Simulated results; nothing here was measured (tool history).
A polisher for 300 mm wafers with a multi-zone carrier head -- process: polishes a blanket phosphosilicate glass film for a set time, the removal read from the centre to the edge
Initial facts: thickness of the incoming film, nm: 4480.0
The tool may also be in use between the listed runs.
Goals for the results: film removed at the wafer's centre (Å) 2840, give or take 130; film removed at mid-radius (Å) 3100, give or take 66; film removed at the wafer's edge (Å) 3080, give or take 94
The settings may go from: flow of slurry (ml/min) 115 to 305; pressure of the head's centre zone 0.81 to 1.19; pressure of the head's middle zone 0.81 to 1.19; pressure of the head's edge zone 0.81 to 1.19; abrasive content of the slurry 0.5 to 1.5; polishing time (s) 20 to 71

run,hour,flow of slurry (ml/min),pressure of the head's centre zone,pressure of the head's middle zone,pressure of the head's edge zone,abrasive content of the slurry,polishing time (s),film removed at the wafer's centre (Å),film removed at mid-radius (Å),film removed at the wafer's edge (Å)
1,0,195,1,1,1,1,45,1960.4,1913,1962.5
2,6.4,200,1,1.02,1.02,1.05,46,1979.3,2027.7,2056.3
3,7.4,245,1,1.02,1.02,1.05,46,2114.7,2106.1,2131.4
4,15.3,245,1.07,1.02,1.02,1.05,46,2240.2,2099.6,2131.2
5,22.5,245,1.07,1.02,1.09,1.05,46,2258.8,2115.2,2208.8
6,24.3,280,1.07,1.02,1.09,1.05,46,2266.6,2133.6,2235.1
7,32.6,280,1.06,1.03,1.1,1.1,46,2373.8,2199.3,2310
8,38.8,275,0.96,1.13,1.19,1.35,48,2353.2,2682.2,2644.3
9,43.1,275,0.96,1.13,1.19,1.35,49,2413.2,2730,2730.1
10,49.9,275,0.98,1.13,1.19,1.45,51,2608.5,2937.1,2894.1
11,54.4,285,0.99,1.12,1.19,1.5,52,2708.2,2978.8,3007.5

Consider the 5 candidate settings below. Which is the only one whose results all fall within their allowed miss of target?
A,58.9,300,1.04,1.11,1.19,1.05,57,?,?,?
B,58.9,275,0.89,1.15,1.19,1.5,52,?,?,?
C,58.9,305,0.94,1.02,1.19,1.5,54,?,?,?
D,58.9,235,1.07,1.19,1.06,1.45,54,?,?,?
E,58.9,305,1,1.13,1.19,1.5,53,?,?,?

move,film removed at the wafer's centre (Å),film removed at mid-radius (Å),film removed at the wafer's edge (Å)
A,2742.7,2852,2864.7
B,2422.1,3042.5,2966.9
C,2687,2881.5,3111.5
D,2932,3154.1,2828.5
E,2809.1,3085.5,3049.4
A: the biggest miss grows against the last run
B: meets the target for the result that was furthest off, but another lies outside its allowed miss
C: the biggest miss grows against the last run
D: meets the target for the result that was furthest off, but another lies outside its allowed miss
E: each result inside its tolerance
Correct choice: E, which meets every target
